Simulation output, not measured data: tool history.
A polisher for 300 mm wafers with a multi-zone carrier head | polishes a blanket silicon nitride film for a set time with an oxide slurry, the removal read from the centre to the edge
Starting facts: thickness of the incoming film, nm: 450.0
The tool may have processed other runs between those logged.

run,hour,flow of slurry (ml/min),pressure of the head's centre zone,pressure of the head's middle zone,pressure of the head's edge zone,abrasive content of the slurry,polishing time (s),film removed at the wafer's centre (nm),film removed at mid-radius (nm),film removed at the wafer's edge (nm)
1,0,120,1,1,1,1,63,61.156,61.491,60.567
2,7.2,110,0.99,0.96,0.99,0.85,57,47.789,47.44,47.856
3,12.2,100,0.98,0.92,0.99,0.75,55,40.865,38.72,42.529
4,21.2,100,0.98,0.92,0.99,0.75,43,31.955,31.042,32.945
5,29.4,100,0.98,0.92,1.02,0.75,43,32.281,30.806,32.93
6,32.2,125,0.98,0.92,1.02,0.75,43,33.534,32.286,34.66
7,34,115,0.97,0.9,1.02,0.75,43,31.906,31.785,34.745

Run 8 comes next. What will it give?
8,36,105,0.98,0.89,1.02,0.75,43,?,?,?

Run 8 measured film removed at the wafer's centre (nm) 32.807, film removed at mid-radius (nm) 30.633, film removed at the wafer's edge (nm) 33.23.

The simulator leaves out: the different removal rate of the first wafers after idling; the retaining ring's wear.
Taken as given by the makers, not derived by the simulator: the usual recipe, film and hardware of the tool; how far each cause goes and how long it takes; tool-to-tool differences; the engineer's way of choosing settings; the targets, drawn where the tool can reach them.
